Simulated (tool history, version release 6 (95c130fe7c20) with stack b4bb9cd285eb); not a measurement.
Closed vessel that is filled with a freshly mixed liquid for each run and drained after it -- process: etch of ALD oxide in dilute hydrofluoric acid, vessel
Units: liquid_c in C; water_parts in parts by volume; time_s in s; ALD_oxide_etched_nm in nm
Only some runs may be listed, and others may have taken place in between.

run 1 hour=0 | liquid_c=23 water_parts=65 time_s=95 | ALD_oxide_etched_nm=27.805
run 2 hour=7.3 | liquid_c=26.5 water_parts=65 time_s=95 | ALD_oxide_etched_nm=32.064
run 3 hour=16.5 | liquid_c=23 water_parts=65 time_s=95 | ALD_oxide_etched_nm=27.892
run 4 hour=21.2 | liquid_c=23 water_parts=80 time_s=95 | ALD_oxide_etched_nm=22.161
run 5 hour=25.5 | liquid_c=25 water_parts=80 time_s=95 | ALD_oxide_etched_nm=24.203
run 6 hour=33.9 | liquid_c=25 water_parts=80 time_s=70 | ALD_oxide_etched_nm=17.585
run 7 hour=40.8 | liquid_c=24.5 water_parts=80 time_s=70 | ALD_oxide_etched_nm=17.418

The next listed run, before its measurement:
run 8 hour=49.8 | liquid_c=22.5 water_parts=80 time_s=70 | ALD_oxide_etched_nm=?

{"run 8": {"ALD_oxide_etched_nm": 15.857}}
